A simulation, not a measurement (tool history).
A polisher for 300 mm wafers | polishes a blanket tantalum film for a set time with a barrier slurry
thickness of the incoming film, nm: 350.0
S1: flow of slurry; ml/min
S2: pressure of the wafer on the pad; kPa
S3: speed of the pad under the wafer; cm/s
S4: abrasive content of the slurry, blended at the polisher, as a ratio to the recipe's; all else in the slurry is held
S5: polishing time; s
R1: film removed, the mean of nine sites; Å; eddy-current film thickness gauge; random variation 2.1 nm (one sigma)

run,hour,S1,S2,S3,S4,S5,R1
1,0.0,255,9.0,86,1.0,112,1136.60
2,6.9,255,9.0,86,0.9,112,1102.60
3,9.2,255,9.0,66,0.9,112,890.13
4,10.3,255,9.7,68,0.9,112,960.03
5,17.9,255,9.7,78,0.9,112,1089.80
6,23.5,255,11.7,78,0.9,112,1334.50
7,26.7,255,11.7,80,0.9,112,1360.50
8,30.1,255,11.7,82,0.9,112,1390.20

Forecast run 9:
9,32.6,255,11.7,84,0.9,112,?

{"run 9": {"R1": 1399.7}}
